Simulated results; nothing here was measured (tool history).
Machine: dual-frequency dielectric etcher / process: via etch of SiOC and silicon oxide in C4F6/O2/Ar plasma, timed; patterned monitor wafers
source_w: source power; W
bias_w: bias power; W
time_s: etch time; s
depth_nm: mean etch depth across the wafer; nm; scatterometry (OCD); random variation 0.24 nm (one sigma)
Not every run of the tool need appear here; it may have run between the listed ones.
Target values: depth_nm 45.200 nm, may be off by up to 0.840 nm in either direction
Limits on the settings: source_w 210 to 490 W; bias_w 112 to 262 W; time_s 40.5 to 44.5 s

run    day  source_w  bias_w  time_s  depth_nm
  1  0.000       350     187    44.5    51.958
  2  0.362       390     187    44.5    53.493
  3  0.483       390     187    40.5    48.591
  4  0.646       350     187    40.5    47.592
  5  0.946       350     187    44.5    51.789
  6  1.150       350     187    40.5    46.984
  7  1.317       340     186    40.5    46.832
  8  1.692       330     185    40.5    46.776
  9  1.750       320     184    40.5    45.535
 10  2.075       320     184    40.5    45.751

Below are 4 possible settings for the next run. Only one of them brings all results inside the allowed miss of their targets. Which is it?
  A  2.400       340     187    40.5         ?
  B  2.400       290     176    43.5         ?
  C  2.400       260     185    41.5         ?
  D  2.400       330     193    40.5         ?

move  depth_nm
   A    47.121
   B    47.754
   C    45.309
   D    47.329
A: further off than the last run
B: further off than the last run
C: each result inside its tolerance
D: further off than the last run
Answer: C
